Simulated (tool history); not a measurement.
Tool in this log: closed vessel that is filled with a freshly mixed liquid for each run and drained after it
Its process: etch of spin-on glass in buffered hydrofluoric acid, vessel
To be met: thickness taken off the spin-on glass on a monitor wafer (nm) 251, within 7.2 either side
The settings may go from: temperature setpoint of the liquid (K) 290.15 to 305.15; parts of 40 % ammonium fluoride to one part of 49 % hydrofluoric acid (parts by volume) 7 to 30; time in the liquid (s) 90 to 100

run	hour	temperature setpoint of the liquid (K)	parts of 40 % ammonium fluoride to one part of 49 % hydrofluoric acid (parts by volume)	time in the liquid (s)	thickness taken off the spin-on glass on a monitor wafer (nm)
1	0	297.15	20	90	118.23
2	8.5	299.65	20	90	133.82
3	10.7	303.15	20	90	168.01
4	14.5	303.65	18.5	90	181.45
5	18.9	303.65	18.5	100	199.43
6	19.5	305.15	18.5	100	221.28
7	27.9	305.15	18	100	223.05
8	30	305.15	17.5	100	230.96
9	36.5	305.15	17	100	240.98

Which one of the following 5 next-run settings gets every result inside its allowed miss? There is exactly one.
A	43	305.15	17.5	100	?
B	43	305.15	18	100	?
C	43	305.15	15.5	95	?
D	43	303.15	15	95	?
E	43	303.65	16	100	?

move	thickness taken off the spin-on glass on a monitor wafer (nm)
A	231.8
B	225.48
C	248.03
D	230.7
E	234.02
A: further off than the last run
B: further off than the last run
C: every result within its allowed miss
D: further off than the last run
E: further off than the last run
Move C is the one to make.
